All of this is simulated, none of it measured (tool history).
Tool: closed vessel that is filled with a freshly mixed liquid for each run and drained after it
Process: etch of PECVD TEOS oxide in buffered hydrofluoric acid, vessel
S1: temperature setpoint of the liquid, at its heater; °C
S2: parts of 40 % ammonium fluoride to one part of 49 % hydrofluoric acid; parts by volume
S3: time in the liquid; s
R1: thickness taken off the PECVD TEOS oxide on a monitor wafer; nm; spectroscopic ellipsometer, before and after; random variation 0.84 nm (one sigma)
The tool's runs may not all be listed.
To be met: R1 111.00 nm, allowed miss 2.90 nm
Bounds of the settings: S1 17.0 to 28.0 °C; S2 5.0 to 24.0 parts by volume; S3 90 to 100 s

run 1 hour=0.0 | S1=20.0 S2=14.5 S3=90 | R1=113.52
run 2 hour=5.7 | S1=22.5 S2=14.5 S3=90 | R1=130.39
run 3 hour=9.6 | S1=22.0 S2=14.5 S3=90 | R1=128.03
run 4 hour=12.6 | S1=22.0 S2=12.5 S3=90 | R1=147.45
run 5 hour=13.8 | S1=22.0 S2=12.5 S3=100 | R1=166.25
run 6 hour=15.1 | S1=21.0 S2=13.0 S3=100 | R1=150.92
run 7 hour=23.4 | S1=20.0 S2=13.0 S3=100 | R1=141.32
run 8 hour=29.7 | S1=19.5 S2=13.0 S3=100 | R1=138.48
run 9 hour=34.8 | S1=19.0 S2=13.0 S3=100 | R1=134.39
run 10 hour=37.0 | S1=18.5 S2=13.0 S3=100 | R1=128.63
run 11 hour=37.9 | S1=18.5 S2=13.0 S3=100 | R1=130.37
run 12 hour=45.1 | S1=18.0 S2=13.0 S3=100 | R1=126.34
run 13 hour=49.3 | S1=17.5 S2=13.5 S3=100 | R1=117.38
run 14 hour=56.5 | S1=17.0 S2=13.5 S3=100 | R1=115.07

4 next moves are on the table. One of them brings every result within its allowed miss. Which?
run A hour=63.7 | S1=17.5 S2=12.5 S3=95 | R1=?
run B hour=63.7 | S1=17.0 S2=14.0 S3=100 | R1=?
run C hour=63.7 | S1=17.0 S2=12.0 S3=95 | R1=?
run D hour=63.7 | S1=19.0 S2=13.5 S3=95 | R1=?

move=A R1=121.55
move=B R1=111.21
move=C R1=122.91
move=D R1=122.85
A: further off than the last run
B: meets every target
C: further off than the last run
D: further off than the last run
The right move is B.
